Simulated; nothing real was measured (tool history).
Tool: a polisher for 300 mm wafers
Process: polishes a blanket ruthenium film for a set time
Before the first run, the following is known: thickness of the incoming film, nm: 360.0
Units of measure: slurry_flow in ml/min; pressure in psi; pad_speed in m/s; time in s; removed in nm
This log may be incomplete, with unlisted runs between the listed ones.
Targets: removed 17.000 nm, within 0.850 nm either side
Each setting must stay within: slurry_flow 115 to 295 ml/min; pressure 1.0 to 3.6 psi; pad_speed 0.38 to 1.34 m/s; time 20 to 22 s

run	hour	slurry_flow	pressure	pad_speed	time	removed
1	0.0	190	2.3	0.86	22	28.407
2	3.8	190	2.5	0.86	22	30.930
3	10.9	190	2.5	0.86	20	27.875
4	19.5	190	2.5	0.86	22	31.513
5	24.2	190	2.5	0.66	22	23.503
6	29.4	190	2.5	0.66	20	21.584
7	35.2	190	2.3	0.66	20	20.921
8	43.4	190	2.1	0.66	20	18.432

Which one of the following 5 next-run settings gets every result inside its allowed miss? There is exactly one.
A	51.6	155	2.4	0.54	20	?
B	51.6	275	2.3	0.62	21	?
C	51.6	195	2.4	0.60	20	?
D	51.6	215	2.5	0.60	20	?
E	51.6	185	2.2	0.76	20	?

move	removed
A	17.292
B	21.075
C	19.563
D	20.604
E	21.967
A: in spec on every target
B: lands further from the targets than the last run did
C: lands further from the targets than the last run did
D: lands further from the targets than the last run did
E: lands further from the targets than the last run did
A is the move that brings every result within its allowed miss.
